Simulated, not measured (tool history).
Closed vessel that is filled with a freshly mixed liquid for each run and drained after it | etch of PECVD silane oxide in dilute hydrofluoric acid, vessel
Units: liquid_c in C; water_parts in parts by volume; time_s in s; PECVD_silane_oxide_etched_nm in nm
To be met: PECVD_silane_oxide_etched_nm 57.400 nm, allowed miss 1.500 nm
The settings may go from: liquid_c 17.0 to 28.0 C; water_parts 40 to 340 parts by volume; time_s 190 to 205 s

| run | hour | liquid_c | water_parts | time_s | PECVD_silane_oxide_etched_nm |
|---|---|---|---|---|---|
| 1 | 0.0 | 20.0 | 190 | 190 | 20.576 |
| 2 | 7.7 | 20.0 | 225 | 190 | 17.112 |
| 3 | 13.2 | 20.0 | 225 | 205 | 18.442 |
| 4 | 14.3 | 21.0 | 210 | 205 | 20.875 |
| 5 | 16.2 | 23.5 | 210 | 205 | 22.855 |
| 6 | 22.9 | 23.5 | 275 | 205 | 16.443 |
| 7 | 29.3 | 24.0 | 250 | 205 | 18.467 |
| 8 | 30.5 | 24.5 | 230 | 205 | 20.954 |
| 9 | 39.0 | 25.0 | 210 | 205 | 24.045 |
| 10 | 44.7 | 25.5 | 195 | 205 | 26.497 |
| 11 | 48.2 | 26.0 | 180 | 205 | 29.880 |
| 12 | 55.3 | 26.0 | 170 | 205 | 32.069 |
| 13 | 58.6 | 26.0 | 160 | 205 | 34.566 |
| 14 | 63.9 | 26.0 | 150 | 205 | 37.219 |
| 15 | 65.7 | 26.0 | 145 | 205 | 38.523 |
| 16 | 72.7 | 28.0 | 85 | 205 | 77.576 |
| 17 | 80.5 | 27.0 | 85 | 205 | 74.102 |
| 18 | 83.9 | 26.0 | 85 | 205 | 71.511 |
| 19 | 86.8 | 25.0 | 85 | 205 | 67.746 |
| 20 | 87.5 | 24.5 | 85 | 205 | 67.385 |
| 21 | 93.2 | 24.0 | 85 | 205 | 65.760 |
| 22 | 96.1 | 23.5 | 85 | 205 | 64.787 |
| 23 | 98.4 | 23.5 | 85 | 205 | 65.158 |
| 24 | 106.0 | 23.0 | 85 | 205 | 63.423 |
| 25 | 114.1 | 22.5 | 85 | 205 | 63.006 |
| 26 | 120.2 | 22.0 | 85 | 205 | 60.130 |
| 27 | 126.5 | 21.5 | 85 | 205 | 59.584 |

Which of these 5 next moves meets every target?
| A | 132.8 | 22.0 | 85 | 205 | ? |
| B | 132.8 | 25.5 | 95 | 200 | ? |
| C | 132.8 | 22.5 | 80 | 190 | ? |
| D | 132.8 | 21.5 | 80 | 205 | ? |
| E | 132.8 | 20.5 | 85 | 205 | ? |

| move | PECVD_silane_oxide_etched_nm |
|---|---|
| A | 61.424 |
| B | 60.914 |
| C | 62.107 |
| D | 64.325 |
| E | 57.757 |
A: further off than the last run
B: further off than the last run
C: further off than the last run
D: further off than the last run
E: meets every target
The right move is E.
